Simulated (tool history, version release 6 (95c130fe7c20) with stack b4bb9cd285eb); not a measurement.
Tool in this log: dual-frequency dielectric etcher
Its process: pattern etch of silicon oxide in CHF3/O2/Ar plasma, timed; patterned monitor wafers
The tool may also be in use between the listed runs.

run,hour,source power (kW),bias power (kW),etch time (s),mean etch depth across the wafer (nm)
1,0.0,0.490,0.190,784.5,1484.2
2,6.0,0.490,0.190,784.5,1477.1
3,11.3,0.510,0.192,785.0,1498.4
4,18.8,0.520,0.196,786.5,1552.5
5,23.4,0.520,0.196,784.5,1534.4
6,26.3,0.520,0.196,784.5,1534.6

Run 7, settings as shown, results not yet in. Your forecast:
7,31.1,0.530,0.197,785.0,?

mean etch depth across the wafer (nm): 1533.0

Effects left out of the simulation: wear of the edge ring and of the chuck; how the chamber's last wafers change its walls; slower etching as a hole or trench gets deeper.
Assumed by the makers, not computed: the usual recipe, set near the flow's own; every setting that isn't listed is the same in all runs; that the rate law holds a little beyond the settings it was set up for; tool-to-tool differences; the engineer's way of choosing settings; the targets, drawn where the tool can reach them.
